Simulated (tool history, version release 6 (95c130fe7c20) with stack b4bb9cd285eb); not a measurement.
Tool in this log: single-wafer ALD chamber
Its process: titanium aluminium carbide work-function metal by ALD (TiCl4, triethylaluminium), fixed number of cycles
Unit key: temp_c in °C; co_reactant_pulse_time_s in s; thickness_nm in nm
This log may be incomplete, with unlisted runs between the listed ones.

run	hour	temp_c	co_reactant_pulse_time_s	thickness_nm
1	0	290	12.58	1.9311
2	4.9	290	15.99	1.9638
3	9.1	287	15.61	1.9131
4	12.4	293	15.61	1.9757
5	16.9	293	12.69	1.9623
6	19.4	290	12.47	1.9345

Expected results for the next run?
7	26.3	287	12.29	?

thickness_nm: 1.8963 nm
